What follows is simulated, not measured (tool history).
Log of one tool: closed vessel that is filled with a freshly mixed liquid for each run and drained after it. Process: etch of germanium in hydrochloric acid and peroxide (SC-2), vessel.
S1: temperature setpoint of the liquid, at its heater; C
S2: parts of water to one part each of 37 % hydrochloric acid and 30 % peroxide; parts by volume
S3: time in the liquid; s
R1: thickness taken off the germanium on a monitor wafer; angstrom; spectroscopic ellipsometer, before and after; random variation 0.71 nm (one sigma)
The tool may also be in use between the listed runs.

{"run": 1, "hour": 0.0, "S1": 52.0, "S2": 9.5, "S3": 100, "R1": 1697.2}
{"run": 2, "hour": 4.0, "S1": 52.0, "S2": 7.0, "S3": 100, "R1": 1740.5}
{"run": 3, "hour": 10.1, "S1": 49.0, "S2": 7.0, "S3": 100, "R1": 1571.6}
{"run": 4, "hour": 18.3, "S1": 49.0, "S2": 7.0, "S3": 100, "R1": 1574.8}
{"run": 5, "hour": 19.7, "S1": 49.0, "S2": 9.0, "S3": 100, "R1": 1555.0}
{"run": 6, "hour": 24.8, "S1": 49.0, "S2": 9.0, "S3": 110, "R1": 1725.3}
{"run": 7, "hour": 27.5, "S1": 41.0, "S2": 9.5, "S3": 110, "R1": 1310.7}

Forecast run 8:
{"run": 8, "hour": 31.7, "S1": 40.5, "S2": 9.5, "S3": 110, "R1": "?"}

Run 8 gave R1 1303.6 angstrom.
